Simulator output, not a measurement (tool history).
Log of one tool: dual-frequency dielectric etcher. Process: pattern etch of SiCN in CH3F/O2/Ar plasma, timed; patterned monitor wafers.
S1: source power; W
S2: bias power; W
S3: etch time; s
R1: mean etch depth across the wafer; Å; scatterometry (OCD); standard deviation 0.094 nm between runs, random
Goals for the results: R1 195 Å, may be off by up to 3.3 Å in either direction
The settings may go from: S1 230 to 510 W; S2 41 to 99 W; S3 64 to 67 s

Run 1, hour 0: S1 370 W, S2 70 W, S3 64 s. Result: R1 224.31 Å.
Run 2, hour 3.3: S1 430 W, S2 70 W, S3 64 s. Result: R1 235.33 Å.
Run 3, hour 5.7: S1 430 W, S2 65 W, S3 64 s. Result: R1 231.31 Å.
Run 4, hour 13.4: S1 390 W, S2 63 W, S3 64 s. Result: R1 220.89 Å.
Run 5, hour 17.1: S1 360 W, S2 62 W, S3 64 s. Result: R1 211.85 Å.
Run 6, hour 17.8: S1 330 W, S2 62 W, S3 64 s. Result: R1 205.82 Å.
Run 7, hour 19.1: S1 320 W, S2 62 W, S3 64 s. Result: R1 204.28 Å.
Run 8, hour 22.6: S1 310 W, S2 62 W, S3 64 s. Result: R1 200.4 Å.

4 candidate next runs follow, results not yet known. Just one meets every target within its allowed miss. Identify it.
Run A, hour 26.1: S1 330 W, S2 59 W, S3 65 s. Result: R1 ?.
Run B, hour 26.1: S1 330 W, S2 63 W, S3 64 s. Result: R1 ?.
Run C, hour 26.1: S1 300 W, S2 56 W, S3 65.5 s. Result: R1 ?.
Run D, hour 26.1: S1 300 W, S2 59 W, S3 66.5 s. Result: R1 ?.

move      R1
   A  207.11
   B  208.16
   C  197.82
   D  204.12
A: lands further from the targets than the last run did
B: lands further from the targets than the last run did
C: every result within its allowed miss
D: lands further from the targets than the last run did
Answer: C

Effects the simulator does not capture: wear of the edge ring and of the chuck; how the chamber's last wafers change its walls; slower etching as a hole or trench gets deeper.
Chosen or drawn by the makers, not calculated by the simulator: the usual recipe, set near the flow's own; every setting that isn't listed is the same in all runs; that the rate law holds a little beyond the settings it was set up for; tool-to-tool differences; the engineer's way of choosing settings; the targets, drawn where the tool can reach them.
